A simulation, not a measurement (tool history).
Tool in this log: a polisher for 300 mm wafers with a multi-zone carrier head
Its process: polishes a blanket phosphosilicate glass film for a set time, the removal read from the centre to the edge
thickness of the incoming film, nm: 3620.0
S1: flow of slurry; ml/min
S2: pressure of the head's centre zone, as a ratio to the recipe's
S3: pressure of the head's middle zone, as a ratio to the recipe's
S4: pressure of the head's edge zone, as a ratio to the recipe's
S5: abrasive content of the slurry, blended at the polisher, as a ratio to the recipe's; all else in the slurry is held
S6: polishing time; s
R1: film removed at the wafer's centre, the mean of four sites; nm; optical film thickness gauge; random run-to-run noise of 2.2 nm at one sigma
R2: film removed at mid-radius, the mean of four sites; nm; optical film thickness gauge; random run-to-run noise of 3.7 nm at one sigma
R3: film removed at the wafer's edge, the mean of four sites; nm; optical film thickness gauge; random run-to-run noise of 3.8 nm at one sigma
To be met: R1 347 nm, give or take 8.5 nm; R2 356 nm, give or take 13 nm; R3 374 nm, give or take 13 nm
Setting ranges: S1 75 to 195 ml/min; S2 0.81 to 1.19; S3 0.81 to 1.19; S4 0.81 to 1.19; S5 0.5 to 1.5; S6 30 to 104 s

run,hour,S1,S2,S3,S4,S5,S6,R1,R2,R3
1,0,125,1,1,1,1,67,574.52,560.25,563.83
2,8.4,155,1,1,1,1,67,606.66,584.39,600.03
3,15.3,145,0.98,0.98,0.98,0.95,67,564.85,553.32,572.1
4,17.2,145,0.98,0.98,0.98,0.95,75,647.67,630.57,644.05
5,19.1,135,0.97,0.97,0.96,0.9,73,594.15,578.78,606.72
6,20.3,130,0.97,0.97,0.95,0.85,71,555.09,549.85,549.42
7,27,125,0.96,0.95,0.94,0.8,70,515.18,502.64,533.16
8,33.1,120,0.95,0.95,0.93,0.75,69,491.14,479.03,501.89
9,41.5,115,0.94,0.95,0.92,0.7,68,455.19,457.23,476.2
10,49,110,0.93,0.94,0.91,0.65,67,422.63,424.99,444.79
# hour 52.2: worn pad replaced by a new one
11,52.2,105,0.92,0.94,0.9,0.65,67,441.79,450.78,469.17

5 candidate next runs follow, results not yet known. Just one meets every target within its allowed miss. Identify it.
A,55.4,120,0.97,0.86,0.94,0.55,55,?,?,?
B,55.4,105,0.85,0.94,0.93,0.6,59,?,?,?
C,55.4,75,0.98,1.01,0.93,0.5,65,?,?,?
D,55.4,105,0.93,0.97,1.05,0.65,55,?,?,?
E,55.4,85,0.89,1.05,0.85,0.65,56,?,?,?

move,R1,R2,R3
A,367.58,327.44,380.72
B,345.67,380.91,413.93
C,345.75,357.85,382.38
D,367.21,379.11,419.87
E,328.77,383.94,376.96
A: closer than the last run, but not yet in spec
B: gets the furthest-off result to its target, but another result is out of tolerance
C: each result inside its tolerance
D: closer than the last run, but not yet in spec
E: takes the result that was furthest off past its target
The move that meets every target is C.

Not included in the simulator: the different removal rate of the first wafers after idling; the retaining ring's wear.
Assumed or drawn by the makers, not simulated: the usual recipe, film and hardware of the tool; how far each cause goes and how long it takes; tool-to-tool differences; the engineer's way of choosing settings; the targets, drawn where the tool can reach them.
